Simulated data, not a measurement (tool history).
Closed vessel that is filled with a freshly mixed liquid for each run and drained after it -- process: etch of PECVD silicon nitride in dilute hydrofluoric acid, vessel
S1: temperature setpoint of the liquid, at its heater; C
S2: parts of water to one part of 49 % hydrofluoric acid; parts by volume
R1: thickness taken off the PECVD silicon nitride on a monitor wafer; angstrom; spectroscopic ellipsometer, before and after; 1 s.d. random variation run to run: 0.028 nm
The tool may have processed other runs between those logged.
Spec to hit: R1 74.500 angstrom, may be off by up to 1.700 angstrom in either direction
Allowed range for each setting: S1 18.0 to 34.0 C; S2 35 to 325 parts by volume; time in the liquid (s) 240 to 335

{"run": 1, "day": 0.0, "S1": 26.0, "S2": 180, "time in the liquid (s)": 335, "R1": 37.672}
{"run": 2, "day": 0.25, "S1": 26.0, "S2": 135, "time in the liquid (s)": 335, "R1": 50.253}
{"run": 3, "day": 0.554, "S1": 26.0, "S2": 190, "time in the liquid (s)": 335, "R1": 35.476}
{"run": 4, "day": 0.888, "S1": 23.5, "S2": 190, "time in the liquid (s)": 335, "R1": 30.15}
{"run": 5, "day": 1.188, "S1": 25.0, "S2": 190, "time in the liquid (s)": 335, "R1": 33.229}
{"run": 6, "day": 1.529, "S1": 25.0, "S2": 190, "time in the liquid (s)": 335, "R1": 33.418}
{"run": 7, "day": 1.633, "S1": 25.0, "S2": 190, "time in the liquid (s)": 335, "R1": 33.067}
{"run": 8, "day": 1.704, "S1": 29.0, "S2": 135, "time in the liquid (s)": 335, "R1": 60.367}
{"run": 9, "day": 2.033, "S1": 30.0, "S2": 135, "time in the liquid (s)": 335, "R1": 64.355}
{"run": 10, "day": 2.183, "S1": 30.5, "S2": 135, "time in the liquid (s)": 335, "R1": 65.627}

Which one of the following 4 next-run settings gets every result inside its allowed miss? There is exactly one.
{"run": "A", "day": 2.333, "S1": 32.0, "S2": 120, "time in the liquid (s)": 335, "R1": "?"}
{"run": "B", "day": 2.333, "S1": 27.5, "S2": 100, "time in the liquid (s)": 335, "R1": "?"}
{"run": "C", "day": 2.333, "S1": 29.0, "S2": 95, "time in the liquid (s)": 330, "R1": "?"}
{"run": "D", "day": 2.333, "S1": 28.5, "S2": 100, "time in the liquid (s)": 250, "R1": "?"}

move=A R1=81.438
move=B R1=73.841
move=C R1=84.247
move=D R1=58.735
A: the result that was furthest off in the last run now lies on the other side of its target
B: all results land within tolerance of their targets
C: the result that was furthest off in the last run now lies on the other side of its target
D: the biggest miss grows against the last run
Go with B: it meets all targets.
